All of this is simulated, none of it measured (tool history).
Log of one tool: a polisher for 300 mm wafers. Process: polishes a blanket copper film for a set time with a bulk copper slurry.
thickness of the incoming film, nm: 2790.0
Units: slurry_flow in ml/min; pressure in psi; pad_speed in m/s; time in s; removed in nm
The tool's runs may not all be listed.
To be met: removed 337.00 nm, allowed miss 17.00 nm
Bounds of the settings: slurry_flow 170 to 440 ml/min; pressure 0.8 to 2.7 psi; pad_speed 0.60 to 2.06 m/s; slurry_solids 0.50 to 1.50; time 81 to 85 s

run    day  slurry_flow  pressure  pad_speed  slurry_solids  time  removed
  1  0.000          280       1.7       1.32           1.00    81   482.10
  2  0.046          280       1.7       1.64           1.00    81   581.78
  3  0.208          280       1.6       1.64           1.00    81   554.34
  4  0.500          280       1.6       1.82           1.00    81   610.73
  5  0.621          280       1.5       1.80           1.00    81   558.72
  6  0.746          280       1.4       1.80           1.00    81   534.73
  7  1.117          280       1.3       1.78           1.00    81   498.49
  8  1.446          280       1.2       1.76           1.00    81   455.98
  9  1.671          280       1.2       1.76           1.00    81   457.54
 10  1.962          280       1.2       1.74           1.00    81   434.45
 11  2.192          280       1.0       1.72           1.00    81   373.64

Which of these 4 next moves meets every target?
  A  2.421          335       1.0       1.38           1.20    85        ?
  B  2.421          255       1.2       1.44           1.15    81        ?
  C  2.421          305       1.0       1.82           0.75    81        ?
  D  2.421          385       1.2       1.44           0.85    85        ?

move  removed
   A   330.52
   B   378.99
   C   377.81
   D   389.75
A: meets every target
B: further off than the last run
C: further off than the last run
D: further off than the last run
The right move is A.
